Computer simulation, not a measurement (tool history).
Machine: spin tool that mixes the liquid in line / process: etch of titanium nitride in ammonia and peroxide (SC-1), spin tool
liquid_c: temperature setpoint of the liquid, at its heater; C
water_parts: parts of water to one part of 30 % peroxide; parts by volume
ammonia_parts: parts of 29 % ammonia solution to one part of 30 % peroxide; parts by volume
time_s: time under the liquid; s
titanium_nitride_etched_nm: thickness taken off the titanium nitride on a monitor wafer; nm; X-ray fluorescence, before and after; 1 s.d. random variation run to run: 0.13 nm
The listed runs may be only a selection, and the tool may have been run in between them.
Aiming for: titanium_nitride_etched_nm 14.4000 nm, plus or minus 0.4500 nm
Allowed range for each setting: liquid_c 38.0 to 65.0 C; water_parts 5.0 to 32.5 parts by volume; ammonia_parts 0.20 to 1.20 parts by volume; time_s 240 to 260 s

run  hour  liquid_c  water_parts  ammonia_parts  time_s  titanium_nitride_etched_nm
  1   0.0      49.0         18.0           0.80     240                      8.6107
  2   3.6      49.0         24.5           0.80     240                      7.3895
  3  10.5      44.0         24.5           0.80     240                      5.1593
  4  19.4      44.0         24.5           0.60     240                      4.9585
  5  23.8      46.5         24.5           0.60     240                      5.8394
  6  25.1      40.0         24.5           0.60     240                      3.6740
  7  32.9      43.0         24.5           0.60     240                      4.6141
  8  38.3      45.5         24.5           0.60     240                      5.5000
  9  45.4      53.5         24.0           0.60     240                      9.7229
 10  50.8      54.5         24.0           0.60     240                     10.2580
 11  54.4      55.5         24.0           0.60     240                     11.1170
 12  62.3      56.0         24.0           0.60     240                     11.4490
 13  69.1      56.5         24.0           0.60     240                     11.8640

Which one of the following 5 next-run settings gets every result inside its allowed miss? There is exactly one.
  A  75.9      56.5         19.0           0.55     260                           ?
  B  75.9      54.0         26.0           0.60     240                           ?
  C  75.9      57.5         21.5           0.75     260                           ?
  D  75.9      57.0         24.5           0.85     250                           ?
  E  75.9      51.0         23.0           0.75     240                           ?

move  titanium_nitride_etched_nm
   A                     14.2950
   B                      9.5031
   C                     15.0990
   D                     13.3570
   E                      8.6349
A: every result lands within tolerance
B: the biggest miss grows against the last run
C: takes the biggest miss from the last run beyond its target
D: closer than the last run, but not yet in spec
E: the biggest miss grows against the last run
A meets every target.

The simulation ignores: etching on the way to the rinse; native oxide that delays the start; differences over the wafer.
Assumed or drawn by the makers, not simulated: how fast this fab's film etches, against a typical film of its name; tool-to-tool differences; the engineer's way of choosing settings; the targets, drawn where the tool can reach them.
